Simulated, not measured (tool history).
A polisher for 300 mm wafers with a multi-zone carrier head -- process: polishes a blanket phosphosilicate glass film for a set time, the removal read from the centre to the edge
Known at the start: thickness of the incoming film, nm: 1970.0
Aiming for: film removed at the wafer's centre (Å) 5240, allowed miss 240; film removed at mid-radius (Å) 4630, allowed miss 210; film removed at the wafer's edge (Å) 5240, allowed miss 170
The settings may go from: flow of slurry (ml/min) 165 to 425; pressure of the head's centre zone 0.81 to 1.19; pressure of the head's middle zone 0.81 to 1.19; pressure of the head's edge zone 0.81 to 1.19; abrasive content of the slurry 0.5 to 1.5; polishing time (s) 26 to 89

run	day	flow of slurry (ml/min)	pressure of the head's centre zone	pressure of the head's middle zone	pressure of the head's edge zone	abrasive content of the slurry	polishing time (s)	film removed at the wafer's centre (Å)	film removed at mid-radius (Å)	film removed at the wafer's edge (Å)
1	0	275	1	1	1	1	57	6485.6	6558.4	6734.9
2	0.212	275	1	0.98	0.99	0.95	57	6140.8	6165.7	6501
3	0.296	275	1	0.98	0.99	0.95	50	5481.6	5403	5790.2
4	0.608	275	1	0.98	0.96	0.95	50	5416.2	5451.7	5682.3
5	0.733	275	1.01	0.97	0.95	0.95	50	5545.1	5368.1	5686.8
6	1.083	275	1.01	0.97	0.95	0.95	44	4889.9	4646.9	4965.5
7	1.425	275	1.01	0.97	0.96	0.95	44	4848.4	4647	5047.1
8	1.571	275	1.02	0.97	0.96	0.95	44	4882.5	4715.4	4979
# day 1.908: edge zone pressure recalibrated
9	1.908	275	1.02	0.96	0.96	0.95	44	4964.1	4589.1	4852.8
10	2.029	275	1.02	0.96	0.97	0.95	44	4975.2	4725.3	4807.7

4 next moves are on the table. One of them brings every result within its allowed miss. Which?
A	2.15	280	1.04	1.08	1.19	1.1	40	?	?	?
B	2.15	270	1.03	0.97	0.92	1.05	40	?	?	?
C	2.15	310	1.17	1.14	1.19	1.3	30	?	?	?
D	2.15	255	1.03	0.9	0.94	0.85	52	?	?	?

move	film removed at the wafer's centre (Å)	film removed at mid-radius (Å)	film removed at the wafer's edge (Å)
A	5079.6	5146.1	5222.3
B	4875.9	4551.3	4587.5
C	4632.6	4464	4314.8
D	5387.9	4729.1	5125.3
A: corrects the largest miss of the last run, while another result sits out of spec
B: further off than the last run
C: further off than the last run
D: every result within its allowed miss
The right move is D.
